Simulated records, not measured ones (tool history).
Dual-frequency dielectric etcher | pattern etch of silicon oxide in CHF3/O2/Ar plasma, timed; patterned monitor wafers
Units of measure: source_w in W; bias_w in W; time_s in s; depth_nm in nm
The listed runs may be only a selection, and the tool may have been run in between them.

{"run": 1, "day": 0.0, "source_w": 820, "bias_w": 218, "time_s": 637.5, "depth_nm": 1406.8}
{"run": 2, "day": 0.133, "source_w": 930, "bias_w": 218, "time_s": 637.5, "depth_nm": 1506.4}
{"run": 3, "day": 0.429, "source_w": 820, "bias_w": 218, "time_s": 637.5, "depth_nm": 1406.8}
{"run": 4, "day": 0.804, "source_w": 820, "bias_w": 218, "time_s": 637.5, "depth_nm": 1401.8}
{"run": 5, "day": 0.867, "source_w": 820, "bias_w": 248, "time_s": 637.5, "depth_nm": 1485.3}
{"run": 6, "day": 1.179, "source_w": 690, "bias_w": 248, "time_s": 637.5, "depth_nm": 1334}
{"run": 7, "day": 1.379, "source_w": 640, "bias_w": 247, "time_s": 637.5, "depth_nm": 1259.2}

The next listed run, before its measurement:
{"run": 8, "day": 1.604, "source_w": 610, "bias_w": 247, "time_s": 637.5, "depth_nm": "?"}

Run 8 measured depth_nm 1232.4 nm.
